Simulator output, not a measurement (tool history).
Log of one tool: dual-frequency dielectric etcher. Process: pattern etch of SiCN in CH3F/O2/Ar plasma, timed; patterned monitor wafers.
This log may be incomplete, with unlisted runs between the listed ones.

run	day	source power (kW)	bias power (kW)	etch time (s)	mean etch depth across the wafer (angstrom)
1	0.000	0.440	0.068	70.5	266.67
2	0.275	0.490	0.070	70.5	280.71
3	0.496	0.520	0.072	70.5	288.42
4	0.621	0.540	0.074	70.5	300.58
5	0.946	0.540	0.063	70.5	272.58
6	1.171	0.510	0.063	70.5	269.81

The next listed run, before its measurement:
7	1.462	0.530	0.067	71.0	?

For run 7 the tool returned mean etch depth across the wafer (angstrom) 285.19.
